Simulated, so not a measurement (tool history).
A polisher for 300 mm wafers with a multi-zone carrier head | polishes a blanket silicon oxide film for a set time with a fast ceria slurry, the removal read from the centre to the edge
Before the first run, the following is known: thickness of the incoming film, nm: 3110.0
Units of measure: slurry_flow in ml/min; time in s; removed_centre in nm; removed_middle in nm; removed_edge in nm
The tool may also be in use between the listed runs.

run  hour  slurry_flow  centre_zone  middle_zone  edge_zone  time  removed_centre  removed_middle  removed_edge
  1   0.0          310         1.00         1.00       1.00    67          788.23          786.19        765.02
  2   0.6          310         1.02         1.00       1.02    69          846.51          800.82        825.75
  3   3.5          355         1.02         1.00       1.02    69          827.14          813.25        824.29
  4   5.4          285         1.02         1.00       1.02    69          795.86          797.99        820.99
  5  12.4          305         1.05         1.01       1.02    70          858.73          818.06        820.89
  6  17.0          305         0.97         1.01       1.02    70          808.19          809.67        854.10
  7  25.3          315         1.00         1.01       1.03    71          847.57          835.26        849.12
  8  32.4          320         1.03         1.01       1.05    72          850.08          839.98        874.02
  9  38.4          320         1.05         1.00       1.04    74          907.24          880.41        869.87
 10  42.7          320         1.07         0.97       1.06    76          941.58          867.17        945.48

What will run 11 give?
 11  43.8          325         1.09         0.97       1.06    77               ?               ?             ?

Run 11 came out at removed_centre 983.48 nm, removed_middle 880.26 nm, removed_edge 931.74 nm.
